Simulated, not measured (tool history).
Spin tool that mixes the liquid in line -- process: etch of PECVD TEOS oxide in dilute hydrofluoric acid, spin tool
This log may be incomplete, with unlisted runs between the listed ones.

run	hour	temperature setpoint of the liquid (K)	parts of water to one part of 49 % hydrofluoric acid (parts by volume)	time under the liquid (s)	thickness taken off the PECVD TEOS oxide on a monitor wafer (angstrom)
1	0.0	297.15	175	165	96.736
2	4.2	297.15	175	165	98.878
3	6.0	297.15	210	165	77.980
4	11.9	293.65	210	165	69.196
5	14.9	293.65	210	175	72.778
6	19.7	293.15	210	175	71.206
7	24.8	292.65	210	175	70.649

Predict the results of run 8:
8	31.3	292.15	210	175	?

For run 8 the tool returned thickness taken off the PECVD TEOS oxide on a monitor wafer (angstrom) 69.058.
